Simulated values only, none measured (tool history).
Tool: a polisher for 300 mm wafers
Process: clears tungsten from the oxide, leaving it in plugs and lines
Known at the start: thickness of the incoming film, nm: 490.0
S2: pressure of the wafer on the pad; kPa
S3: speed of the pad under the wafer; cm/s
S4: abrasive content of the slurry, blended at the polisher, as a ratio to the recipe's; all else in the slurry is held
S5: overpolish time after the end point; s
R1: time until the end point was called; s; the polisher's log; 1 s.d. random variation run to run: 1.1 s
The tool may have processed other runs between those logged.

Run 1, hour 0: flow of slurry (ml/min) 175, S2 32.4 kPa, S3 96 cm/s, S4 1, S5 3 s. Result: R1 105.97 s.
Run 2, hour 6.5: flow of slurry (ml/min) 175, S2 32.4 kPa, S3 96 cm/s, S4 1, S5 3 s. Result: R1 104.34 s.
Run 3, hour 9.3: flow of slurry (ml/min) 145, S2 32.4 kPa, S3 96 cm/s, S4 1, S5 3 s. Result: R1 107.99 s.
Run 4, hour 12.4: flow of slurry (ml/min) 145, S2 37.2 kPa, S3 98 cm/s, S4 1, S5 3 s. Result: R1 90.907 s.
Run 5, hour 19.1: flow of slurry (ml/min) 145, S2 40.7 kPa, S3 100 cm/s, S4 1, S5 3 s. Result: R1 81.866 s.
Run 6, hour 22.3: flow of slurry (ml/min) 145, S2 35.2 kPa, S3 100 cm/s, S4 1, S5 3 s. Result: R1 95.63 s.
Run 7, hour 27.8: flow of slurry (ml/min) 145, S2 39.3 kPa, S3 102 cm/s, S4 1, S5 3 s. Result: R1 81.359 s.

Predict the results of run 8:
Run 8, hour 30.4: flow of slurry (ml/min) 145, S2 41.4 kPa, S3 102 cm/s, S4 1, S5 3 s. Result: R1 ?.

{"run 8": {"R1": 81.474}}
